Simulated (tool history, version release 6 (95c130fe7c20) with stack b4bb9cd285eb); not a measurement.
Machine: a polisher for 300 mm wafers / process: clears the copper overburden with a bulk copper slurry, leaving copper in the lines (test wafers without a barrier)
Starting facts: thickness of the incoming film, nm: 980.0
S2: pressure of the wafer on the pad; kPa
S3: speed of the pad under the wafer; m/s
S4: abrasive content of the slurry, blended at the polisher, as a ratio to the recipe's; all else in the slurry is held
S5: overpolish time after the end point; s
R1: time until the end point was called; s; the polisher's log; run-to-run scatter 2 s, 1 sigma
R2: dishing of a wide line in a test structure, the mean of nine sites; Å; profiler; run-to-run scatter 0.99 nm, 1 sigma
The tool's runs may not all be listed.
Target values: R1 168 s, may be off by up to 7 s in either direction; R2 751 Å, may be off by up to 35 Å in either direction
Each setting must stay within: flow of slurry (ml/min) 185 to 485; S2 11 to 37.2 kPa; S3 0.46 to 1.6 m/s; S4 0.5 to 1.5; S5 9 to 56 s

run 1 hour=0 | flow_of_slurry_(ml/min)=310 S2=24.1 S3=1.02 S4=1 S5=29 | R1=104.66 R2=1121
run 2 hour=2.8 | flow_of_slurry_(ml/min)=310 S2=20 S3=1.02 S4=1 S5=29 | R1=127.08 R2=996.99
run 3 hour=8.6 | flow_of_slurry_(ml/min)=310 S2=18.6 S3=1.02 S4=1 S5=27 | R1=132.96 R2=904.94
run 4 hour=17.1 | flow_of_slurry_(ml/min)=310 S2=22.1 S3=1.02 S4=1 S5=27 | R1=114.95 R2=1013
run 5 hour=18.8 | flow_of_slurry_(ml/min)=310 S2=20 S3=1.02 S4=1 S5=26 | R1=125.2 R2=927.75
run 6 hour=23.2 | flow_of_slurry_(ml/min)=310 S2=24.1 S3=1.02 S4=1 S5=26 | R1=106.78 R2=1053.6
run 7 hour=26.9 | flow_of_slurry_(ml/min)=310 S2=21.4 S3=1.02 S4=1 S5=26 | R1=117.93 R2=998.23
run 8 hour=28.9 | flow_of_slurry_(ml/min)=310 S2=19.3 S3=1.02 S4=1 S5=25 | R1=128.34 R2=918.29
run 9 hour=32.3 | flow_of_slurry_(ml/min)=310 S2=17.9 S3=1.02 S4=1 S5=25 | R1=137.04 R2=870.47
run 10 hour=41.1 | flow_of_slurry_(ml/min)=310 S2=16.5 S3=1.02 S4=1 S5=25 | R1=148.53 R2=834.82
run 11 hour=47.4 | flow_of_slurry_(ml/min)=310 S2=15.9 S3=1.02 S4=1 S5=25 | R1=154.95 R2=801.22
run 12 hour=48.9 | flow_of_slurry_(ml/min)=310 S2=15.2 S3=1.02 S4=1 S5=25 | R1=158.38 R2=792.61

Consider the 4 candidate settings below. Which is the only one whose results all fall within their allowed miss of target?
run A hour=50.4 | flow_of_slurry_(ml/min)=300 S2=12.4 S3=1.14 S4=1 S5=22 | R1=? R2=?
run B hour=50.4 | flow_of_slurry_(ml/min)=345 S2=15.2 S3=1.1 S4=1.1 S5=23 | R1=? R2=?
run C hour=50.4 | flow_of_slurry_(ml/min)=305 S2=12.4 S3=1.14 S4=1 S5=27 | R1=? R2=?
run D hour=50.4 | flow_of_slurry_(ml/min)=295 S2=13.8 S3=0.98 S4=0.9 S5=29 | R1=? R2=?

move=A R1=170.16 R2=680.15
move=B R1=143.05 R2=795.52
move=C R1=169.92 R2=769
move=D R1=187.33 R2=768.58
A: the worst result of the last run now meets its target, but another is out of spec
B: its largest miss is bigger than the last run's
C: in spec on every target
D: the result that was furthest off in the last run now lies on the other side of its target
Correct choice: C, which meets every target
